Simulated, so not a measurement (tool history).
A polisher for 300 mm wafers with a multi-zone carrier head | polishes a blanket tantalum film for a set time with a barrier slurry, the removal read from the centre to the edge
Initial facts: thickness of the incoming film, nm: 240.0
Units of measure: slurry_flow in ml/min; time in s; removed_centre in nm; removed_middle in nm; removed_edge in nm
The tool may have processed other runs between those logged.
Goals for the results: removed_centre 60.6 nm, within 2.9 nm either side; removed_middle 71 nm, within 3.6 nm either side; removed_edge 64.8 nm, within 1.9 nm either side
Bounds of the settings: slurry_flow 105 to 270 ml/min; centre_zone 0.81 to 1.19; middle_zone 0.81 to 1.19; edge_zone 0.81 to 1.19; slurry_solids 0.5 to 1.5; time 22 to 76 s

| run | hour | slurry_flow | centre_zone | middle_zone | edge_zone | slurry_solids | time | removed_centre | removed_middle | removed_edge |
|---|---|---|---|---|---|---|---|---|---|---|
| 1 | 0 | 175 | 1 | 1 | 1 | 1 | 49 | 50.114 | 51.554 | 49.754 |
| 2 | 4.8 | 175 | 1 | 0.92 | 1 | 1 | 49 | 50.669 | 48.586 | 49.764 |
| 3 | 10.1 | 175 | 1 | 0.92 | 1 | 1 | 40 | 40.886 | 39.929 | 41.557 |
| 4 | 17.1 | 175 | 1 | 0.92 | 1.08 | 1 | 40 | 41.102 | 39.363 | 42.576 |
| 5 | 22.6 | 175 | 1 | 0.92 | 1.08 | 0.9 | 40 | 40.018 | 37.409 | 41.825 |
| 6 | 25.3 | 180 | 0.99 | 0.93 | 1.09 | 1 | 42 | 43.147 | 41.261 | 45.507 |
| 7 | 30.8 | 185 | 0.99 | 0.96 | 1.09 | 1.1 | 43 | 45.386 | 44.948 | 47.821 |
| 8 | 36.1 | 190 | 0.99 | 0.99 | 1.09 | 1.15 | 44 | 47.76 | 47.948 | 50.603 |
| 9 | 40.9 | 195 | 0.99 | 1.02 | 1.09 | 1.2 | 45 | 50.44 | 51.112 | 51.667 |
| 10 | 43.4 | 205 | 0.89 | 1.12 | 1.16 | 1.45 | 54 | 56.966 | 71.49 | 66.226 |
| 11 | 46.7 | 205 | 0.9 | 1.12 | 1.15 | 1.45 | 54 | 56.957 | 70.277 | 66.461 |

4 next moves are on the table. One of them brings every result within its allowed miss. Which?
| A | 50 | 200 | 0.99 | 1.19 | 1.15 | 1.4 | 53 | ? | ? | ? |
| B | 50 | 190 | 0.81 | 1.08 | 1.19 | 1.45 | 58 | ? | ? | ? |
| C | 50 | 220 | 0.83 | 1.12 | 1.16 | 1.5 | 52 | ? | ? | ? |
| D | 50 | 165 | 0.91 | 1.16 | 1.11 | 1.35 | 59 | ? | ? | ? |

| move | removed_centre | removed_middle | removed_edge |
|---|---|---|---|
| A | 59.448 | 71.203 | 64.099 |
| B | 53.046 | 72.307 | 71.648 |
| C | 50.337 | 68.664 | 64.877 |
| D | 58.084 | 74.573 | 67.849 |
A: meets every target
B: lands further from the targets than the last run did
C: lands further from the targets than the last run did
D: the furthest-off result lands on target, but another misses its tolerance
The move that meets every target is A.
